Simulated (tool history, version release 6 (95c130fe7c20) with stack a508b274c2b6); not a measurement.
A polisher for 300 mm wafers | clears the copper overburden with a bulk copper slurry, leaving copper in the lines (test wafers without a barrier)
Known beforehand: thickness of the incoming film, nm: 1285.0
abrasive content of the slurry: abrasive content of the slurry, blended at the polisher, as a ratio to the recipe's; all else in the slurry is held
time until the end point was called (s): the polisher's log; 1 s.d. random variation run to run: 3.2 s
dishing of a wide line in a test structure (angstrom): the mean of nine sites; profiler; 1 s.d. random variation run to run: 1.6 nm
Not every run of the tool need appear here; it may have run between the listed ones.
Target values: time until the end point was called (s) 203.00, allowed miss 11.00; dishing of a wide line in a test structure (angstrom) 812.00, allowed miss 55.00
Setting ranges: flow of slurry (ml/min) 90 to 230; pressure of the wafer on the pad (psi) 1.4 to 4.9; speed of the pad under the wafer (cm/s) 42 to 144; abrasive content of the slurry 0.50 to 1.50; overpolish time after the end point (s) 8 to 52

run  hour  flow of slurry (ml/min)  pressure of the wafer on the pad (psi)  speed of the pad under the wafer (cm/s)  abrasive content of the slurry  overpolish time after the end point (s)  time until the end point was called (s)  dishing of a wide line in a test structure (angstrom)
  1   0.0                      150                                     3.1                                       92                            1.00                                       26                                   116.16                                                1092.00
  2   6.3                      150                                     2.6                                       90                            1.00                                       27                                   139.69                                                 984.93
  3  10.0                      150                                     2.6                                      110                            1.00                                       27                                   119.67                                                1037.20
  4  13.5                      150                                     2.6                                      110                            1.00                                       31                                   121.17                                                1079.40
  5  14.8                      150                                     2.3                                      110                            1.00                                       31                                   137.98                                                 972.37
  6  16.8                      150                                     2.3                                      110                            0.90                                       31                                   141.53                                                 991.86
  7  18.3                      150                                     2.0                                      108                            0.90                                       32                                   163.58                                                 921.45
  8  20.3                      150                                     1.8                                      108                            0.90                                       32                                   177.91                                                 843.82
  9  24.7                      150                                     1.7                                      108                            0.90                                       33                                   185.63                                                 840.61

4 next moves are on the table. One of them brings every result within its allowed miss. Which?
  A  29.1                      110                                     1.5                                      124                            0.95                                       39                                        ?                                                      ?
  B  29.1                      165                                     1.7                                      100                            0.95                                       46                                        ?                                                      ?
  C  29.1                      145                                     2.3                                       96                            0.90                                       29                                        ?                                                      ?
  D  29.1                      150                                     1.5                                      124                            1.15                                       26                                        ?                                                      ?

move  time until the end point was called (s)  dishing of a wide line in a test structure (angstrom)
   A                                   203.43                                                 826.76
   B                                   195.65                                                 919.75
   C                                   156.79                                                 922.03
   D                                   180.70                                                 735.89
A: every result lands within tolerance
B: brings the last run's worst result on target, with another outside its allowed miss
C: its largest miss is bigger than the last run's
D: its largest miss is bigger than the last run's
The right move is A.

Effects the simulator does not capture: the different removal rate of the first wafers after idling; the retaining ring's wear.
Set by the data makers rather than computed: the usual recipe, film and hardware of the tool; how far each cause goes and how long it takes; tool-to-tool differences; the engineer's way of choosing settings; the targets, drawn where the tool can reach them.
